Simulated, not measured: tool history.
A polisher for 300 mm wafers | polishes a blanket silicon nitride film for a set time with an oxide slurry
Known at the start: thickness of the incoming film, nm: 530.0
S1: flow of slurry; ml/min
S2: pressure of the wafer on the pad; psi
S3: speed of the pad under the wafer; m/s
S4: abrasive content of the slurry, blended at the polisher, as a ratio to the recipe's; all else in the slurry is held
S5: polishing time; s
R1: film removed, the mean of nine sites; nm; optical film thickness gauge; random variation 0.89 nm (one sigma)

run 1 hour=0.0 | S1=165 S2=4.2 S3=1.26 S4=1.0 S5=98 | R1=85.431
run 2 hour=7.9 | S1=165 S2=4.2 S3=1.38 S4=1.0 S5=98 | R1=91.386
run 3 hour=13.7 | S1=165 S2=4.2 S3=1.38 S4=1.0 S5=103 | R1=95.304
run 4 hour=17.4 | S1=170 S2=4.3 S3=1.38 S4=1.0 S5=103 | R1=98.522
run 5 hour=26.2 | S1=175 S2=4.4 S3=1.38 S4=1.0 S5=103 | R1=101.220
run 6 hour=34.0 | S1=175 S2=4.4 S3=1.48 S4=1.0 S5=103 | R1=104.930

Run 7 comes next. What will it give?
run 7 hour=40.3 | S1=175 S2=4.5 S3=1.48 S4=1.0 S5=103 | R1=?

R1: 109.990 nm
